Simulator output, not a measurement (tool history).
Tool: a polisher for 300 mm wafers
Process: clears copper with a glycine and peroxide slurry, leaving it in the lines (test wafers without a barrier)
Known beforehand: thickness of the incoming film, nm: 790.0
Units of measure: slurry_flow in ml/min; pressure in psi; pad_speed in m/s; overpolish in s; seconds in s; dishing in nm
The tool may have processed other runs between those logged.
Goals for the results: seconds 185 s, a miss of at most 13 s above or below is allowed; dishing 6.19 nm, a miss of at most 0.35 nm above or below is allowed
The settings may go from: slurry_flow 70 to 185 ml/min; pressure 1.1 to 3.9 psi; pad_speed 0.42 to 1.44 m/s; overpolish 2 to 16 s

run 1 day=0 | slurry_flow=120 pressure=2.5 pad_speed=0.92 overpolish=8 | seconds=201.73 dishing=19.764
run 2 day=0.05 | slurry_flow=120 pressure=2.5 pad_speed=0.92 overpolish=11 | seconds=196.66 dishing=26.743
run 3 day=0.175 | slurry_flow=115 pressure=2.3 pad_speed=0.96 overpolish=10 | seconds=205.21 dishing=23.2
run 4 day=0.217 | slurry_flow=115 pressure=2.3 pad_speed=0.84 overpolish=10 | seconds=216.97 dishing=22.223
run 5 day=0.392 | slurry_flow=110 pressure=2.1 pad_speed=0.9 overpolish=9 | seconds=231.66 dishing=20.031
run 6 day=0.729 | slurry_flow=125 pressure=2.1 pad_speed=0.9 overpolish=9 | seconds=227.91 dishing=20.04
run 7 day=0.917 | slurry_flow=115 pressure=2.2 pad_speed=0.84 overpolish=8 | seconds=230.2 dishing=18.101
run 8 day=1.096 | slurry_flow=115 pressure=2.2 pad_speed=0.78 overpolish=7 | seconds=239.48 dishing=15.708
run 9 day=1.446 | slurry_flow=110 pressure=2.3 pad_speed=0.72 overpolish=6 | seconds=236.02 dishing=13.24
run 10 day=1.546 | slurry_flow=105 pressure=2.4 pad_speed=0.68 overpolish=5 | seconds=243.64 dishing=11.079
run 11 day=1.583 | slurry_flow=100 pressure=2.6 pad_speed=0.64 overpolish=5 | seconds=248.8 dishing=10.807
run 12 day=1.704 | slurry_flow=95 pressure=2.8 pad_speed=0.62 overpolish=5 | seconds=243.14 dishing=11.679
run 13 day=1.942 | slurry_flow=110 pressure=2.6 pad_speed=0.62 overpolish=5 | seconds=247.6 dishing=11.151
run 14 day=2.046 | slurry_flow=105 pressure=2.8 pad_speed=0.6 overpolish=5 | seconds=245.71 dishing=11.27
run 15 day=2.392 | slurry_flow=110 pressure=2.1 pad_speed=0.86 overpolish=2 | seconds=235.92 dishing=4.7762
run 16 day=2.675 | slurry_flow=115 pressure=2.2 pad_speed=0.86 overpolish=2 | seconds=224.29 dishing=5.1348
run 17 day=2.871 | slurry_flow=115 pressure=2.3 pad_speed=0.86 overpolish=2 | seconds=225.37 dishing=5.2782

Exactly one of the 4 candidate moves below puts every result within its allowed miss. Which one?
run A day=3.067 | slurry_flow=110 pressure=2.2 pad_speed=0.98 overpolish=2 | seconds=? dishing=?
run B day=3.067 | slurry_flow=110 pressure=2.3 pad_speed=0.94 overpolish=2 | seconds=? dishing=?
run C day=3.067 | slurry_flow=115 pressure=2.8 pad_speed=0.92 overpolish=2 | seconds=? dishing=?
run D day=3.067 | slurry_flow=70 pressure=2.3 pad_speed=1.04 overpolish=2 | seconds=? dishing=?

move=A seconds=211.06 dishing=5.5372
move=B seconds=210.6 dishing=5.5511
move=C seconds=186.43 dishing=6.2453
move=D seconds=214.15 dishing=5.4606
A: moves toward the targets from the last run without getting all of them in spec
B: moves toward the targets from the last run without getting all of them in spec
C: meets every target
D: moves toward the targets from the last run without getting all of them in spec
Go with C: it meets all targets.
